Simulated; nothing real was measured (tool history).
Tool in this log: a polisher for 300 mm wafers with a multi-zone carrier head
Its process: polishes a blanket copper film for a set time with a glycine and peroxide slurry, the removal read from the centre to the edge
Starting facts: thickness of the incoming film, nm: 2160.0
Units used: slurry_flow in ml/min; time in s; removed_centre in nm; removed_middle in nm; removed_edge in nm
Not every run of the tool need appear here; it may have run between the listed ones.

run 1 hour=0.0 | slurry_flow=190 centre_zone=1.00 middle_zone=1.00 edge_zone=1.00 time=88 | removed_centre=351.36 removed_middle=343.96 removed_edge=354.59
run 2 hour=4.1 | slurry_flow=190 centre_zone=1.00 middle_zone=1.05 edge_zone=1.00 time=88 | removed_centre=349.25 removed_middle=356.53 removed_edge=350.49
run 3 hour=13.1 | slurry_flow=190 centre_zone=1.00 middle_zone=1.05 edge_zone=1.00 time=78 | removed_centre=313.68 removed_middle=316.52 removed_edge=312.67
run 4 hour=14.9 | slurry_flow=190 centre_zone=1.00 middle_zone=1.05 edge_zone=0.96 time=78 | removed_centre=309.36 removed_middle=318.17 removed_edge=311.52
run 5 hour=21.4 | slurry_flow=190 centre_zone=1.05 middle_zone=1.05 edge_zone=0.96 time=78 | removed_centre=326.34 removed_middle=304.01 removed_edge=306.37
run 6 hour=29.4 | slurry_flow=190 centre_zone=1.05 middle_zone=0.98 edge_zone=0.96 time=78 | removed_centre=327.51 removed_middle=299.56 removed_edge=310.63
run 7 hour=32.2 | slurry_flow=190 centre_zone=1.08 middle_zone=0.98 edge_zone=0.94 time=76 | removed_centre=327.21 removed_middle=294.34 removed_edge=295.03
run 8 hour=35.1 | slurry_flow=190 centre_zone=1.10 middle_zone=0.95 edge_zone=0.94 time=75 | removed_centre=330.97 removed_middle=280.43 removed_edge=293.89

What will run 9 give?
run 9 hour=36.5 | slurry_flow=190 centre_zone=1.11 middle_zone=0.94 edge_zone=0.93 time=74 | removed_centre=? removed_middle=? removed_edge=?

For run 9 the tool returned removed_centre 328.68 nm, removed_middle 275.00 nm, removed_edge 292.13 nm.
